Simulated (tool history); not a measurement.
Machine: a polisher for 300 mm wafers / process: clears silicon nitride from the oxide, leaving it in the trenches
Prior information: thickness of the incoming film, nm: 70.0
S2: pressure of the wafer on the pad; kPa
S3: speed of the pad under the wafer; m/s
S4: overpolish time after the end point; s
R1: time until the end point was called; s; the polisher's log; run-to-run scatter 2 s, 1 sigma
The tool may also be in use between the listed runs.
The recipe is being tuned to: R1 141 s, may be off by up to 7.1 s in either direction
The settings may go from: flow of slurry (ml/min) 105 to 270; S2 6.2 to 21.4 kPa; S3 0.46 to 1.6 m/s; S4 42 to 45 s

Run 1, hour 0: flow of slurry (ml/min) 175, S2 13.8 kPa, S3 1.02 m/s, S4 42 s. Result: R1 97.416 s.
Run 2, hour 2.9: flow of slurry (ml/min) 175, S2 13.8 kPa, S3 1.26 m/s, S4 42 s. Result: R1 77.763 s.
Run 3, hour 5.4: flow of slurry (ml/min) 175, S2 13.8 kPa, S3 1.16 m/s, S4 42 s. Result: R1 82.492 s.
Run 4, hour 7.5: flow of slurry (ml/min) 175, S2 13.1 kPa, S3 1.16 m/s, S4 42 s. Result: R1 88.373 s.
Run 5, hour 10.9: flow of slurry (ml/min) 175, S2 12.4 kPa, S3 1.16 m/s, S4 42 s. Result: R1 93.192 s.
Run 6, hour 15.8: flow of slurry (ml/min) 175, S2 12.4 kPa, S3 1.32 m/s, S4 42 s. Result: R1 83.262 s.
Run 7, hour 20.9: flow of slurry (ml/min) 175, S2 11.7 kPa, S3 1.32 m/s, S4 42 s. Result: R1 88.2 s.
Run 8, hour 24.4: flow of slurry (ml/min) 175, S2 11 kPa, S3 1.32 m/s, S4 42 s. Result: R1 90.396 s.
Run 9, hour 31.2: flow of slurry (ml/min) 175, S2 11 kPa, S3 1.32 m/s, S4 42 s. Result: R1 90.708 s.
Run 10, hour 33.7: flow of slurry (ml/min) 175, S2 10.3 kPa, S3 1.3 m/s, S4 42 s. Result: R1 99.506 s.

Of the 4 settings listed for the next run, only one would bring every result within its allowed miss of target. Which one?
Run A, hour 36.2: flow of slurry (ml/min) 150, S2 9 kPa, S3 1.08 m/s, S4 45 s. Result: R1 ?.
Run B, hour 36.2: flow of slurry (ml/min) 175, S2 11.7 kPa, S3 1.44 m/s, S4 42 s. Result: R1 ?.
Run C, hour 36.2: flow of slurry (ml/min) 190, S2 13.1 kPa, S3 1.4 m/s, S4 43 s. Result: R1 ?.
Run D, hour 36.2: flow of slurry (ml/min) 180, S2 13.1 kPa, S3 1.38 m/s, S4 42 s. Result: R1 ?.

move      R1
   A  138.01
   B  79.078
   C  72.315
   D  73.792
A: in spec on every target
B: further off than the last run
C: further off than the last run
D: further off than the last run
The move that meets every target is A.
